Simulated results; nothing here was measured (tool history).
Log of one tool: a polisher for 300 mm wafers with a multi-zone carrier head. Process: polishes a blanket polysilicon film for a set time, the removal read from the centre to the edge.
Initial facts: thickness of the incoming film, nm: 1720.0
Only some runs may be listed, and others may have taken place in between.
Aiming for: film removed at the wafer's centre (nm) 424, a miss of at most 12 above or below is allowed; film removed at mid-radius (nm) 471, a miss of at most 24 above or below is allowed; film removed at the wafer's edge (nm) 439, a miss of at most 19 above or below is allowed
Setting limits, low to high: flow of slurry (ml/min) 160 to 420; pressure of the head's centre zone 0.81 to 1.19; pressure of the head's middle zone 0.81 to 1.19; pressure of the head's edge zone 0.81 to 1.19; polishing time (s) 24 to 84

run,hour,flow of slurry (ml/min),pressure of the head's centre zone,pressure of the head's middle zone,pressure of the head's edge zone,polishing time (s),film removed at the wafer's centre (nm),film removed at mid-radius (nm),film removed at the wafer's edge (nm)
1,0,270,1,1,1,54,352.74,357.11,350.4
2,3.2,240,1,1,1,54,350.41,350,349.84
3,6.9,240,1,1.01,1.01,55,353.84,366.03,357.81
4,8.2,240,1,0.93,1.01,55,359.79,332.49,350.8
5,9.3,240,1.05,0.93,1.01,55,370.66,338.09,356.01
6,12.7,240,1.05,0.93,1.06,55,374.09,337.07,365.6
7,17.7,240,1.06,0.95,1.07,55,376.83,338.3,362.33
8,23.7,240,1.06,0.97,1.07,56,382.7,354.82,377.6
9,25.5,245,1.07,0.99,1.07,56,388.17,357.41,377.62
10,29.3,245,1.07,0.99,1.07,56,391.38,366.24,376.63
11,35.8,245,1.07,0.99,1.07,56,388.63,353.27,368.74
12,44.1,245,1.06,1.01,1.07,57,389.45,387.04,386.82
13,48.7,245,1.06,1.02,1.08,57,391.68,383.1,386.83
14,50.5,245,1.06,1.03,1.09,57,391.51,369.09,395.03
15,58.3,245,1.06,1.05,1.08,58,400.89,390.98,382.06

Which single option among these 4 for the next run brings every result within its allowed miss of target? Just one does.
A,66.1,220,0.96,1.14,1.12,65,?,?,?
B,66.1,195,1.01,1.13,1.1,67,?,?,?
C,66.1,260,0.93,1.11,1.06,65,?,?,?
D,66.1,270,1,0.99,1.07,64,?,?,?

move,film removed at the wafer's centre (nm),film removed at mid-radius (nm),film removed at the wafer's edge (nm)
A,395.35,468.89,442.33
B,421.72,472.33,446.76
C,390.82,467.03,436.51
D,415.43,418.68,433.78
A: the furthest-off result lands on target, but another misses its tolerance
B: all results in spec
C: the furthest-off result lands on target, but another misses its tolerance
D: nearer than the last run, and not there yet
B meets every target.
